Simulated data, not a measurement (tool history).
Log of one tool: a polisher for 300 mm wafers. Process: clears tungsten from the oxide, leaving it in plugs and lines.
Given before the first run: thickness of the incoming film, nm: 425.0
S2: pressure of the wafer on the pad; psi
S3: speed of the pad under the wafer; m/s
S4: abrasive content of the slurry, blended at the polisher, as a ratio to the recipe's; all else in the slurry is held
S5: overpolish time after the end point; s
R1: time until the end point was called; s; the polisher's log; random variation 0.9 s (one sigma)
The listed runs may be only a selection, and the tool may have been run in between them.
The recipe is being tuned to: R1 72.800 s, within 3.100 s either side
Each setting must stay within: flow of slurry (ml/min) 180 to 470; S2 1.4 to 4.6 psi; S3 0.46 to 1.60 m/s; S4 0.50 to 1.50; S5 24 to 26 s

{"run": 1, "hour": 0.0, "flow of slurry (ml/min)": 300, "S2": 3.0, "S3": 1.02, "S4": 1.0, "S5": 24, "R1": 92.981}
{"run": 2, "hour": 5.5, "flow of slurry (ml/min)": 300, "S2": 3.1, "S3": 1.02, "S4": 1.0, "S5": 24, "R1": 92.888}
{"run": 3, "hour": 12.4, "flow of slurry (ml/min)": 300, "S2": 3.1, "S3": 1.02, "S4": 1.0, "S5": 26, "R1": 93.837}
{"run": 4, "hour": 16.7, "flow of slurry (ml/min)": 300, "S2": 3.1, "S3": 1.12, "S4": 1.0, "S5": 26, "R1": 87.231}
{"run": 5, "hour": 22.4, "flow of slurry (ml/min)": 300, "S2": 3.2, "S3": 1.12, "S4": 1.0, "S5": 26, "R1": 85.109}
{"run": 6, "hour": 27.1, "flow of slurry (ml/min)": 235, "S2": 3.2, "S3": 1.12, "S4": 1.0, "S5": 26, "R1": 84.533}
{"run": 7, "hour": 33.1, "flow of slurry (ml/min)": 235, "S2": 3.3, "S3": 1.12, "S4": 1.0, "S5": 26, "R1": 83.666}
{"run": 8, "hour": 41.5, "flow of slurry (ml/min)": 235, "S2": 3.4, "S3": 1.12, "S4": 1.0, "S5": 26, "R1": 82.099}
{"run": 9, "hour": 45.1, "flow of slurry (ml/min)": 235, "S2": 3.4, "S3": 1.12, "S4": 1.0, "S5": 26, "R1": 80.939}

Of the 4 settings listed for the next run, only one would bring every result within its allowed miss of target. Which one?
{"run": "A", "hour": 48.7, "flow of slurry (ml/min)": 225, "S2": 3.6, "S3": 1.2, "S4": 1.15, "S5": 24, "R1": "?"}
{"run": "B", "hour": 48.7, "flow of slurry (ml/min)": 255, "S2": 3.6, "S3": 1.14, "S4": 0.95, "S5": 24, "R1": "?"}
{"run": "C", "hour": 48.7, "flow of slurry (ml/min)": 275, "S2": 3.1, "S3": 1.22, "S4": 0.9, "S5": 25, "R1": "?"}
{"run": "D", "hour": 48.7, "flow of slurry (ml/min)": 275, "S2": 2.6, "S3": 1.22, "S4": 1.1, "S5": 26, "R1": "?"}

move=A R1=70.310
move=B R1=77.138
move=C R1=81.565
move=D R1=85.911
A: hits every target within its allowed miss
B: nearer the targets than the last run, but a result is still out of spec
C: lands further from the targets than the last run did
D: lands further from the targets than the last run did
A is the move that brings every result within its allowed miss.
